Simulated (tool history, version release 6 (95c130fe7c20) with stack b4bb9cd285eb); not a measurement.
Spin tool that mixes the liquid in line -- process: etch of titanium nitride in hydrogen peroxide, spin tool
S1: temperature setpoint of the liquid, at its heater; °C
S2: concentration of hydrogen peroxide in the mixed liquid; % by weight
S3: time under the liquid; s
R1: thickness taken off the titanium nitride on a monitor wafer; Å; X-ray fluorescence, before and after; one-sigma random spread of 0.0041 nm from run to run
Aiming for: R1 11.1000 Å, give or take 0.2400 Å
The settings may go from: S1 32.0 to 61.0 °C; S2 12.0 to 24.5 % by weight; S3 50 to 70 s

run  hour    S1    S2  S3       R1
  1   0.0  45.0  16.5  70  29.1000
  2   6.9  43.0  16.5  70  25.1300
  3  11.2  41.0  16.5  70  21.5030
  4  17.9  47.0  16.5  70  33.6250
  5  22.7  47.0  16.5  70  33.9280
  6  28.5  54.0  16.5  70  55.8480
  7  35.6  46.0  14.0  65  28.0760
  8  38.2  38.0  14.0  65  15.3760
  9  46.3  37.5  14.0  65  14.7630
 10  53.1  37.0  14.0  65  14.2050
 11  55.1  33.0  14.0  65  10.3280
 12  58.5  33.5  14.0  65  10.7330

Which of these 4 next moves meets every target?
  A  61.9  36.5  12.0  55   ?
  B  61.9  32.5  12.0  70   ?
  C  61.9  32.5  12.5  70   ?
  D  61.9  32.5  13.5  65   ?

move       R1
   A  11.1590
   B  10.3260
   C  10.4140
   D   9.8268
A: meets every target
B: misses by more than the last run did
C: misses by more than the last run did
D: misses by more than the last run did
Go with A: it meets all targets.

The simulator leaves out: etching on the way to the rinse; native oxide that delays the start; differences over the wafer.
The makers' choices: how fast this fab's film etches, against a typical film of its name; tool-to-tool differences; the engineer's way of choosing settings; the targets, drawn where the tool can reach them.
